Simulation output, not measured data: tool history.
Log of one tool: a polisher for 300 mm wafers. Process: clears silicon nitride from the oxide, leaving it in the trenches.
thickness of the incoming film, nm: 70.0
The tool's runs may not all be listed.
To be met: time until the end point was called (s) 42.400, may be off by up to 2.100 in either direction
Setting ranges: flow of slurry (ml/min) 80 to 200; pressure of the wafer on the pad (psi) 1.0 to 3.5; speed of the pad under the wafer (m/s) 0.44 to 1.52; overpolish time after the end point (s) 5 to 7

| run | hour | flow of slurry (ml/min) | pressure of the wafer on the pad (psi) | speed of the pad under the wafer (m/s) | overpolish time after the end point (s) | time until the end point was called (s) |
|---|---|---|---|---|---|---|
| 1 | 0.0 | 130 | 2.2 | 0.98 | 7 | 85.501 |
| 2 | 2.4 | 130 | 2.4 | 1.00 | 7 | 79.683 |
| 3 | 6.2 | 130 | 2.5 | 1.02 | 7 | 75.203 |
| 4 | 7.2 | 130 | 2.6 | 1.04 | 7 | 72.183 |
| 5 | 9.0 | 130 | 2.2 | 1.04 | 7 | 85.189 |
| 6 | 15.5 | 130 | 2.4 | 1.06 | 7 | 76.543 |
| 7 | 19.9 | 140 | 3.0 | 1.16 | 7 | 55.921 |
| 8 | 23.1 | 140 | 3.1 | 1.18 | 7 | 53.506 |

Which one of the following 4 next-run settings gets every result inside its allowed miss? There is exactly one.
| A | 26.3 | 140 | 3.3 | 1.20 | 7 | ? |
| B | 26.3 | 130 | 3.0 | 1.40 | 5 | ? |
| C | 26.3 | 135 | 3.5 | 1.20 | 7 | ? |
| D | 26.3 | 185 | 3.3 | 1.32 | 5 | ? |

| move | time until the end point was called (s) |
|---|---|
| A | 48.981 |
| B | 47.174 |
| C | 46.538 |
| D | 42.875 |
A: closes in on the targets versus the last run, not all within tolerance yet
B: closes in on the targets versus the last run, not all within tolerance yet
C: closes in on the targets versus the last run, not all within tolerance yet
D: meets every target
D meets every target.
